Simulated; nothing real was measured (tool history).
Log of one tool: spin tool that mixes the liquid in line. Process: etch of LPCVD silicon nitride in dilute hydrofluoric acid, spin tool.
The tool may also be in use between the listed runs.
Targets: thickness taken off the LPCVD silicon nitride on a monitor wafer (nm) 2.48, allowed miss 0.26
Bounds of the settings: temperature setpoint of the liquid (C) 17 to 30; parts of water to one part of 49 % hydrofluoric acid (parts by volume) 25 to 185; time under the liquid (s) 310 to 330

run,hour,temperature setpoint of the liquid (C),parts of water to one part of 49 % hydrofluoric acid (parts by volume),time under the liquid (s),thickness taken off the LPCVD silicon nitride on a monitor wafer (nm)
1,0,22,105,310,1.3114
2,2.3,23,100,310,1.4898
3,9.1,24,95,310,1.6497
4,13.4,24,95,330,1.7256
5,19.8,24,95,330,1.6918
6,28.1,24.5,90,330,1.8646
7,30.2,25,85,330,2.2137
8,34.6,25.5,85,330,2.0978

Which of these 4 next moves meets every target?
A,39,26,105,330,?
B,39,21.5,45,330,?
C,39,22.5,85,330,?
D,39,24.5,70,330,?

move,thickness taken off the LPCVD silicon nitride on a monitor wafer (nm)
A,1.8444
B,3.1394
C,1.8041
D,2.4961
A: further off than the last run
B: takes the result that was furthest off past its target
C: further off than the last run
D: meets every target
Move D is the one to make.
